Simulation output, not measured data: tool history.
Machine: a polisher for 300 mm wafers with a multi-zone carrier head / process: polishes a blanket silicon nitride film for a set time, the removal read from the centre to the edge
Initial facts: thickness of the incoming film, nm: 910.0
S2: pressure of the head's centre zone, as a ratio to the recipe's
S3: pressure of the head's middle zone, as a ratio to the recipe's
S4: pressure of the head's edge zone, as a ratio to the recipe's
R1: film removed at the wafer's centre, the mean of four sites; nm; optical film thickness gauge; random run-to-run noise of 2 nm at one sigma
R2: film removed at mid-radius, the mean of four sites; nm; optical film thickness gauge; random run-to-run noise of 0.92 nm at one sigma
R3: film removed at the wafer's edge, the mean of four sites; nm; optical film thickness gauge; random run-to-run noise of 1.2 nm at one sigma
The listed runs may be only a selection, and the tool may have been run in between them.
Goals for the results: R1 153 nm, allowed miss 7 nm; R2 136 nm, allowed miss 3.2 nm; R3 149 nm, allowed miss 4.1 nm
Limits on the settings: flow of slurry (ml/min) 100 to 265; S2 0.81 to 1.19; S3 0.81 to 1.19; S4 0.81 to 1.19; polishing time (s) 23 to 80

Run 1, hour 0: flow of slurry (ml/min) 170, S2 1, S3 1, S4 1, polishing time (s) 51. Result: R1 125.98 nm, R2 130.51 nm, R3 129.69 nm.
Run 2, hour 8.5: flow of slurry (ml/min) 135, S2 1, S3 1, S4 1, polishing time (s) 51. Result: R1 120.87 nm, R2 124.32 nm, R3 125.16 nm.
Run 3, hour 14.3: flow of slurry (ml/min) 135, S2 1, S3 0.95, S4 1, polishing time (s) 51. Result: R1 121.73 nm, R2 118.13 nm, R3 123.14 nm.
Run 4, hour 15.3: flow of slurry (ml/min) 160, S2 1.02, S3 0.95, S4 1.03, polishing time (s) 51. Result: R1 125.72 nm, R2 122.44 nm, R3 129.78 nm.
Run 5, hour 21.2: flow of slurry (ml/min) 180, S2 1.05, S3 0.95, S4 1.04, polishing time (s) 51. Result: R1 136.61 nm, R2 126.76 nm, R3 132.89 nm.
Run 6, hour 27.3: flow of slurry (ml/min) 195, S2 1.06, S3 0.95, S4 1.06, polishing time (s) 51. Result: R1 137.49 nm, R2 125.59 nm, R3 136.61 nm.
Run 7, hour 31.1: flow of slurry (ml/min) 205, S2 1.07, S3 0.96, S4 1.07, polishing time (s) 51. Result: R1 140.72 nm, R2 128.7 nm, R3 138.29 nm.
Run 8, hour 39.1: flow of slurry (ml/min) 215, S2 1.08, S3 0.96, S4 1.08, polishing time (s) 51. Result: R1 140.06 nm, R2 129.77 nm, R3 138.28 nm.
Run 9, hour 40.8: flow of slurry (ml/min) 220, S2 1.09, S3 0.96, S4 1.09, polishing time (s) 51. Result: R1 147.38 nm, R2 130.25 nm, R3 138.35 nm.
Run 10, hour 46.1: flow of slurry (ml/min) 225, S2 1.09, S3 0.96, S4 1.11, polishing time (s) 51. Result: R1 142.99 nm, R2 130.23 nm, R3 140.13 nm.
Run 11, hour 46.7: flow of slurry (ml/min) 230, S2 1.1, S3 0.96, S4 1.12, polishing time (s) 51. Result: R1 148.95 nm, R2 129.79 nm, R3 140.82 nm.
Run 12, hour 54.4: flow of slurry (ml/min) 230, S2 1.1, S3 0.96, S4 1.12, polishing time (s) 51. Result: R1 145.72 nm, R2 133.12 nm, R3 142.99 nm.
Run 13, hour 55.4: flow of slurry (ml/min) 255, S2 1.12, S3 0.95, S4 1.16, polishing time (s) 51. Result: R1 149.01 nm, R2 132.78 nm, R3 145.14 nm.

Exercise: of the 4 proposed moves below, exactly one satisfies all targets within the stated allowed misses. Which move is it?
Run A, hour 56.4: flow of slurry (ml/min) 265, S2 1.19, S3 0.97, S4 1.06, polishing time (s) 52. Result: R1 ?, R2 ?, R3 ?.
Run B, hour 56.4: flow of slurry (ml/min) 250, S2 1.1, S3 0.96, S4 1.16, polishing time (s) 52. Result: R1 ?, R2 ?, R3 ?.
Run C, hour 56.4: flow of slurry (ml/min) 265, S2 1.18, S3 1.05, S4 1.12, polishing time (s) 49. Result: R1 ?, R2 ?, R3 ?.
Run D, hour 56.4: flow of slurry (ml/min) 240, S2 1.18, S3 0.92, S4 1.09, polishing time (s) 54. Result: R1 ?, R2 ?, R3 ?.

move      R1      R2      R3
   A   162.8  136.74  141.95
   B  150.83  134.85  147.87
   C  152.35  136.57   137.4
   D  165.59   135.1  148.26
A: brings the result that was furthest off to its target, and leaves another outside
B: all results land within tolerance of their targets
C: brings the result that was furthest off to its target, and leaves another outside
D: brings the result that was furthest off to its target, and leaves another outside
Move B is the one to make.

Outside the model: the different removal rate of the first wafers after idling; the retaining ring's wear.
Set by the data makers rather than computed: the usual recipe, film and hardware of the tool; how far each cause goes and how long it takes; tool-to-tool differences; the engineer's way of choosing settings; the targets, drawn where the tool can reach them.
